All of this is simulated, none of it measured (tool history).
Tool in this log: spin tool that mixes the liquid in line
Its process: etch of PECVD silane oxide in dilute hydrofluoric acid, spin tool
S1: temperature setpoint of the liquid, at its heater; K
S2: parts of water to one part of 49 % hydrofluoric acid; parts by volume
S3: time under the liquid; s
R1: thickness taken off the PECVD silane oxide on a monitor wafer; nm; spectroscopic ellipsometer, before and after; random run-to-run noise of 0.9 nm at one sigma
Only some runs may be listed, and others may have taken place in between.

run,hour,S1,S2,S3,R1
1,0.0,297.15,65,165,63.928
2,7.0,297.15,75,165,54.872
3,15.0,297.15,75,175,58.124
4,16.0,297.15,85,175,50.831
5,17.7,299.65,65,175,75.533
6,23.0,301.15,50,175,105.660
7,31.6,302.15,45,175,124.460
8,34.7,303.15,40,175,144.790

For run 9, what comes out?
9,38.6,303.65,40,175,?

{"run 9": {"R1": 150.27}}

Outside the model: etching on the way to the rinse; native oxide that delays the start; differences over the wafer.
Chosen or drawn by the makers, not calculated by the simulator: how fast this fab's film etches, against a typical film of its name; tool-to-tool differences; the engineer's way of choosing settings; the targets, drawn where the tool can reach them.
